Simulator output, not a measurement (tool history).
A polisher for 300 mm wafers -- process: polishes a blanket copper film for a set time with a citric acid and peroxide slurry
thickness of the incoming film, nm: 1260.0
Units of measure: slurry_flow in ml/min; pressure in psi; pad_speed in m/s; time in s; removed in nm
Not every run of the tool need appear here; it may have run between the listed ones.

run    day  slurry_flow  pressure  pad_speed  slurry_solids  time  removed
  1  0.000          300       3.0       0.80            1.0    97   170.71
  2  0.329          300       3.2       0.80            1.0    97   180.13
  3  0.538          300       3.4       0.80            1.0    97   197.29
  4  0.762          300       3.4       0.80            1.0   101   203.56
  5  0.912          300       3.4       0.64            1.0   101   163.88
  6  1.146          300       3.4       0.64            1.0    97   155.31
  7  1.192          300       3.6       0.66            1.0    97   171.16

Run 8 has not been measured yet. What should we expect?
  8  1.479          300       4.4       0.72            1.0    97        ?

removed: 222.54 nm
